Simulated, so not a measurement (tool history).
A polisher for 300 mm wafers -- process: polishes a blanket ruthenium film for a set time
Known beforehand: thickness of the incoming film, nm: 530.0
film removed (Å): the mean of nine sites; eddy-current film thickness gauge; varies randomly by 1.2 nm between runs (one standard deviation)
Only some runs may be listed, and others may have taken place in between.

run	hour	flow of slurry (ml/min)	pressure of the wafer on the pad (psi)	speed of the pad under the wafer (cm/s)	polishing time (s)	film removed (Å)
1	0.0	250	2.4	114	78	1040.9
2	6.2	250	2.7	114	78	1170.3
3	10.1	255	3.0	116	78	1324.5
4	13.8	255	2.5	116	78	1100.7
5	21.2	310	2.5	116	78	1139.8
6	27.9	310	2.5	116	82	1186.6
7	34.8	310	2.9	116	82	1380.7
# hour 37.1: slurry nozzle cleaned
8	37.1	310	3.2	116	82	1615.1

Run 9 is up next; what results do you expect?
9	37.7	310	3.2	116	82	?

Logged for run 9: film removed (Å) 1622.2.
